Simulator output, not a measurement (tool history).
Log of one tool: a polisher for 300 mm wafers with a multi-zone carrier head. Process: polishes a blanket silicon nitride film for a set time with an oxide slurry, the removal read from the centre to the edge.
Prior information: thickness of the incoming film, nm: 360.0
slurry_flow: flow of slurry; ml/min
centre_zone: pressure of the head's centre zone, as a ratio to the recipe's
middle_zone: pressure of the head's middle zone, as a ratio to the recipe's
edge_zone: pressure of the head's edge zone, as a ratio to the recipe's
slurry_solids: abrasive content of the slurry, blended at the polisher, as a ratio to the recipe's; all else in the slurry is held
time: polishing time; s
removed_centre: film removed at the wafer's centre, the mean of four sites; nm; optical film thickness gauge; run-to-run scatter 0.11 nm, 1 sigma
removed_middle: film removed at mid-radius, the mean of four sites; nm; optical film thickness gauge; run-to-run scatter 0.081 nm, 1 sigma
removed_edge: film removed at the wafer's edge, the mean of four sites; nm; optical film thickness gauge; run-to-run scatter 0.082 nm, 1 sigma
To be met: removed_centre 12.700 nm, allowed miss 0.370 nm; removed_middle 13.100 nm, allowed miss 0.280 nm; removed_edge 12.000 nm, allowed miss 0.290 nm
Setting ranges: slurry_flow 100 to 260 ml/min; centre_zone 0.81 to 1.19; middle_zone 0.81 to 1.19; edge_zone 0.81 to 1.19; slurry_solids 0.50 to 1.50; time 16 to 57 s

run,hour,slurry_flow,centre_zone,middle_zone,edge_zone,slurry_solids,time,removed_centre,removed_middle,removed_edge
1,0.0,165,1.00,1.00,1.00,1.00,36,23.253,23.644,24.193
2,7.2,165,1.00,1.00,1.00,0.90,36,22.995,22.847,23.169
3,12.0,160,0.98,1.00,0.97,0.80,33,19.681,20.126,20.206
4,14.2,160,0.98,1.00,0.97,0.90,33,20.267,21.010,20.861
5,21.9,160,0.98,1.00,0.97,0.90,29,17.805,18.489,18.524
6,29.1,160,0.98,1.00,0.94,0.80,28,16.398,16.966,16.658
7,34.7,150,0.97,0.99,0.84,0.55,25,12.929,13.132,12.559
8,36.4,150,0.97,1.00,0.83,0.55,25,12.694,13.308,12.602
9,41.0,150,0.98,1.01,0.83,0.55,25,13.128,13.507,12.552
10,45.6,145,0.98,1.01,0.83,0.55,25,12.808,13.282,12.409
11,46.4,145,0.98,1.01,0.83,0.55,25,12.925,13.211,12.539
12,54.1,145,0.98,1.02,0.83,0.55,25,12.823,13.495,12.596

Pick the move, out of 4, that brings all results within their allowed miss; only one does.
A,61.8,165,0.98,1.08,0.81,0.55,24,?,?,?
B,61.8,205,0.99,1.02,0.81,0.50,24,?,?,?
C,61.8,155,0.98,1.12,0.81,0.50,24,?,?,?
D,61.8,140,0.91,0.96,0.89,0.50,27,?,?,?

move,removed_centre,removed_middle,removed_edge
A,12.627,13.785,12.083
B,12.720,13.057,11.941
C,12.127,13.668,11.633
D,12.457,13.314,13.406
A: brings the last run's worst result on target, with another outside its allowed miss
B: in spec on every target
C: takes the biggest miss from the last run beyond its target
D: further off than the last run
The move that meets every target is B.
